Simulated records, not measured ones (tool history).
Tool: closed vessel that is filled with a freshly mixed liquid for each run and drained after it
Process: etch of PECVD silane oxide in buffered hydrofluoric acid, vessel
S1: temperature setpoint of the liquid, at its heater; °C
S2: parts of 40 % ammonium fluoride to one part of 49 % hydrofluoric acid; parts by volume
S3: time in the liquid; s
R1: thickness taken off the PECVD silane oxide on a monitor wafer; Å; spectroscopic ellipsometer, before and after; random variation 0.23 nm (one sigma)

run 1 hour=0 | S1=22 S2=14.5 S3=35 | R1=503.07
run 2 hour=7.3 | S1=22 S2=14.5 S3=30 | R1=433.61
run 3 hour=11.5 | S1=23.5 S2=14.5 S3=30 | R1=472.21
run 4 hour=19.2 | S1=25 S2=14.5 S3=30 | R1=508.62
run 5 hour=20.8 | S1=25 S2=14.5 S3=30 | R1=510.23
run 6 hour=29.9 | S1=23 S2=14.5 S3=30 | R1=457.15
run 7 hour=32.2 | S1=24.5 S2=14.5 S3=30 | R1=493.43
run 8 hour=35.3 | S1=25.5 S2=14.5 S3=30 | R1=523.85

Forecast run 9:
run 9 hour=38.7 | S1=26.5 S2=14.5 S3=30 | R1=?

R1: 558.04 Å
